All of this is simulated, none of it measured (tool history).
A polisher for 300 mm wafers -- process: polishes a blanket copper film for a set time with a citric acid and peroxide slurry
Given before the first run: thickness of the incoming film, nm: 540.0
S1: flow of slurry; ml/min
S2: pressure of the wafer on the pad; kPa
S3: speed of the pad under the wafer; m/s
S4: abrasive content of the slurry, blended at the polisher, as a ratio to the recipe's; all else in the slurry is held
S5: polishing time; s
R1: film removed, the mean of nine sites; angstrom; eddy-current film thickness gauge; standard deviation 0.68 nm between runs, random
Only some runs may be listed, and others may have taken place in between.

run    day   S1    S2  S3  S4  S5      R1
  1      0  245  27.6   1   1  41  1176.4
  2  0.188  215  27.6   1   1  41  1173.6
  3  0.375  215  24.8   1   1  41  1094.9
  4  0.621  215  22.1   1   1  41  1009.1
     0.646  -- head pressure recalibrated
  5  0.646  215    20   1   1  41  887.48
  6  0.771  215  19.3   1   1  41   868.8

The next listed run, before its measurement:
  7  0.792  215  18.6   1   1  41   ?

Run 7 yielded R1 853.76 angstrom.

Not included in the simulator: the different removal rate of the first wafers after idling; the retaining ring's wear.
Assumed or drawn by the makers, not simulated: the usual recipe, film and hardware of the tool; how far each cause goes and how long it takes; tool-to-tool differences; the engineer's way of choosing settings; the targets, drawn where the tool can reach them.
